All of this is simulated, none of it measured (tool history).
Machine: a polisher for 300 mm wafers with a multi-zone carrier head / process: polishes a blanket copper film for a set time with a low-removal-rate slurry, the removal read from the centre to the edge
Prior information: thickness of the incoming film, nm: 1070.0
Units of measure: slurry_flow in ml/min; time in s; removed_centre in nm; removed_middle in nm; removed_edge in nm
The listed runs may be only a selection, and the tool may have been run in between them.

Run 1, day 0.000: slurry_flow 190 ml/min, centre_zone 1.00, middle_zone 1.00, edge_zone 1.00, slurry_solids 1.00, time 33 s. Result: removed_centre 61.934 nm, removed_middle 60.467 nm, removed_edge 61.148 nm.
Run 2, day 0.121: slurry_flow 195 ml/min, centre_zone 1.04, middle_zone 1.00, edge_zone 1.02, slurry_solids 1.10, time 34 s. Result: removed_centre 68.500 nm, removed_middle 63.501 nm, removed_edge 66.151 nm.
Run 3, day 0.396: slurry_flow 205 ml/min, centre_zone 1.07, middle_zone 1.01, edge_zone 1.02, slurry_solids 1.20, time 35 s. Result: removed_centre 75.165 nm, removed_middle 69.614 nm, removed_edge 70.376 nm.
Run 4, day 0.600: slurry_flow 205 ml/min, centre_zone 0.99, middle_zone 1.01, edge_zone 1.02, slurry_solids 1.20, time 35 s. Result: removed_centre 69.021 nm, removed_middle 68.785 nm, removed_edge 68.865 nm.
Run 5, day 0.888: slurry_flow 205 ml/min, centre_zone 0.99, middle_zone 1.01, edge_zone 1.02, slurry_solids 1.20, time 31 s. Result: removed_centre 60.964 nm, removed_middle 60.634 nm, removed_edge 62.150 nm.
Run 6, day 1.188: slurry_flow 205 ml/min, centre_zone 0.99, middle_zone 0.96, edge_zone 1.02, slurry_solids 1.20, time 31 s. Result: removed_centre 61.825 nm, removed_middle 57.606 nm, removed_edge 62.363 nm.
Run 7, day 1.283: slurry_flow 215 ml/min, centre_zone 1.03, middle_zone 0.97, edge_zone 1.03, slurry_solids 1.25, time 32 s. Result: removed_centre 67.290 nm, removed_middle 61.190 nm, removed_edge 65.222 nm.
Run 8, day 1.525: slurry_flow 220 ml/min, centre_zone 1.06, middle_zone 0.97, edge_zone 1.04, slurry_solids 1.30, time 33 s. Result: removed_centre 72.509 nm, removed_middle 63.213 nm, removed_edge 68.755 nm.
Run 9, day 1.712: slurry_flow 225 ml/min, centre_zone 1.09, middle_zone 0.98, edge_zone 1.05, slurry_solids 1.35, time 34 s. Result: removed_centre 76.427 nm, removed_middle 66.594 nm, removed_edge 72.301 nm.
Run 10, day 2.046: slurry_flow 230 ml/min, centre_zone 1.11, middle_zone 0.98, edge_zone 1.04, slurry_solids 1.40, time 35 s. Result: removed_centre 81.812 nm, removed_middle 70.023 nm, removed_edge 75.783 nm.

What will run 11 give?
Run 11, day 2.292: slurry_flow 235 ml/min, centre_zone 1.13, middle_zone 0.98, edge_zone 1.03, slurry_solids 1.40, time 36 s. Result: removed_centre ?, removed_middle ?, removed_edge ?.

removed_centre: 83.893 nm
removed_middle: 71.927 nm
removed_edge: 78.376 nm
